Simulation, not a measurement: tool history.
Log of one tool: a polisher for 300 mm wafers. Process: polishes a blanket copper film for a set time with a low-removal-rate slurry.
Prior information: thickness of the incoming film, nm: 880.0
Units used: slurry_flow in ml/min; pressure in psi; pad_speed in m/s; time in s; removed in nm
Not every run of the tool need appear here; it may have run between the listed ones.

| run | day | slurry_flow | pressure | pad_speed | slurry_solids | time | removed |
|---|---|---|---|---|---|---|---|
| 1 | 0.000 | 240 | 2.8 | 0.90 | 1.0 | 33 | 103.640 |
| 2 | 0.133 | 240 | 2.8 | 0.90 | 0.9 | 33 | 103.050 |
| 3 | 0.429 | 240 | 2.8 | 1.00 | 0.9 | 33 | 114.190 |
| 4 | 0.650 | 240 | 2.8 | 1.00 | 0.9 | 33 | 114.420 |
| 5 | 0.704 | 210 | 2.8 | 1.00 | 0.9 | 33 | 108.850 |
| 6 | 0.933 | 205 | 2.6 | 0.98 | 0.9 | 33 | 103.340 |
| 7 | 1.054 | 205 | 2.5 | 0.94 | 0.9 | 33 | 95.790 |
| 8 | 1.179 | 205 | 2.4 | 0.92 | 0.9 | 33 | 89.127 |

Estimate the outcome of run 9 from the log above:
| 9 | 1.533 | 200 | 1.6 | 0.80 | 0.9 | 33 | ? |

Logged for run 9: removed 57.189 nm.
